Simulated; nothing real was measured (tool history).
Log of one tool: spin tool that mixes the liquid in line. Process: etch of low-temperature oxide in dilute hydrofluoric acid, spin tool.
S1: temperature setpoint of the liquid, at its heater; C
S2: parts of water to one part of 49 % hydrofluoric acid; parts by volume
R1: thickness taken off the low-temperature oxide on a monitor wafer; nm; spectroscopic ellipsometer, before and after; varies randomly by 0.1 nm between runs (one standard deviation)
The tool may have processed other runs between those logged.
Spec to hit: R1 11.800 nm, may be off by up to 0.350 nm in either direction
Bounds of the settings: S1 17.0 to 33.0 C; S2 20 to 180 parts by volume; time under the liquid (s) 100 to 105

run 1 day=0.000 | S1=25.0 S2=100 time_under_the_liquid_(s)=100 | R1=14.865
run 2 day=0.238 | S1=22.5 S2=100 time_under_the_liquid_(s)=100 | R1=13.716
run 3 day=0.392 | S1=22.5 S2=120 time_under_the_liquid_(s)=100 | R1=11.104
run 4 day=0.546 | S1=26.0 S2=120 time_under_the_liquid_(s)=100 | R1=12.883
run 5 day=0.817 | S1=26.0 S2=120 time_under_the_liquid_(s)=100 | R1=12.590
run 6 day=1.033 | S1=26.0 S2=90 time_under_the_liquid_(s)=100 | R1=17.313
run 7 day=1.346 | S1=25.0 S2=90 time_under_the_liquid_(s)=100 | R1=16.511
run 8 day=1.550 | S1=24.0 S2=90 time_under_the_liquid_(s)=100 | R1=16.336
run 9 day=1.633 | S1=23.0 S2=90 time_under_the_liquid_(s)=100 | R1=15.491
run 10 day=1.875 | S1=22.0 S2=90 time_under_the_liquid_(s)=100 | R1=15.130
-- day=2.062 hydrofluoric acid flow meter replaced
run 11 day=2.062 | S1=21.5 S2=90 time_under_the_liquid_(s)=100 | R1=13.400
run 12 day=2.417 | S1=21.5 S2=90 time_under_the_liquid_(s)=100 | R1=13.299
run 13 day=2.533 | S1=21.0 S2=90 time_under_the_liquid_(s)=100 | R1=12.999
run 14 day=2.804 | S1=20.0 S2=90 time_under_the_liquid_(s)=100 | R1=12.604
run 15 day=2.946 | S1=19.5 S2=90 time_under_the_liquid_(s)=100 | R1=12.348

Which one of the following 5 next-run settings gets every result inside its allowed miss? There is exactly one.
run A day=3.088 | S1=18.5 S2=90 time_under_the_liquid_(s)=100 | R1=?
run B day=3.088 | S1=18.0 S2=85 time_under_the_liquid_(s)=100 | R1=?
run C day=3.088 | S1=17.0 S2=85 time_under_the_liquid_(s)=105 | R1=?
run D day=3.088 | S1=20.0 S2=90 time_under_the_liquid_(s)=100 | R1=?
run E day=3.088 | S1=18.0 S2=85 time_under_the_liquid_(s)=105 | R1=?

move=A R1=11.725
move=B R1=12.223
move=C R1=12.301
move=D R1=12.480
move=E R1=12.834
A: each result inside its tolerance
B: moves toward the targets from the last run without getting all of them in spec
C: moves toward the targets from the last run without getting all of them in spec
D: its largest miss is bigger than the last run's
E: its largest miss is bigger than the last run's
Correct choice: A, which meets every target
